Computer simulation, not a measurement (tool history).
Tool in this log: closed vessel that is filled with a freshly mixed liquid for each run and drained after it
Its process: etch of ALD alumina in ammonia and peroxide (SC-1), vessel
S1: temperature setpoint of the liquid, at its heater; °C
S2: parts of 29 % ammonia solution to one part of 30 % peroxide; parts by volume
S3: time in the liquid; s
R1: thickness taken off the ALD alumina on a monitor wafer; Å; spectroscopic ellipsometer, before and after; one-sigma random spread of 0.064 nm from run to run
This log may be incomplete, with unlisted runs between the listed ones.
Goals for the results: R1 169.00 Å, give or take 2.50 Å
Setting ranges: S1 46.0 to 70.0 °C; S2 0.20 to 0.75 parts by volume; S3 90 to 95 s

run	hour	S1	S2	S3	R1
1	0.0	62.0	0.45	90	111.50
2	1.0	62.0	0.60	90	114.05
3	1.9	62.0	0.60	95	120.47
4	10.6	63.5	0.60	95	130.41
5	17.9	58.5	0.60	95	100.40
6	25.0	58.5	0.70	95	102.17
7	32.7	66.5	0.70	95	152.93
8	41.1	67.0	0.70	95	157.07
# hour 43.6: ammonia flow meter replaced
9	43.6	67.5	0.70	95	158.60

Below are 4 possible settings for the next run. Only one of them brings all results inside the allowed miss of their targets. Which is it?
A	46.1	68.5	0.75	95	?
B	46.1	68.0	0.65	95	?
C	46.1	69.0	0.70	90	?
D	46.1	68.0	0.70	95	?

move	R1
A	169.26
B	162.98
C	163.21
D	164.13
A: all results in spec
B: closes in on the targets versus the last run, not all within tolerance yet
C: closes in on the targets versus the last run, not all within tolerance yet
D: closes in on the targets versus the last run, not all within tolerance yet
Answer: A
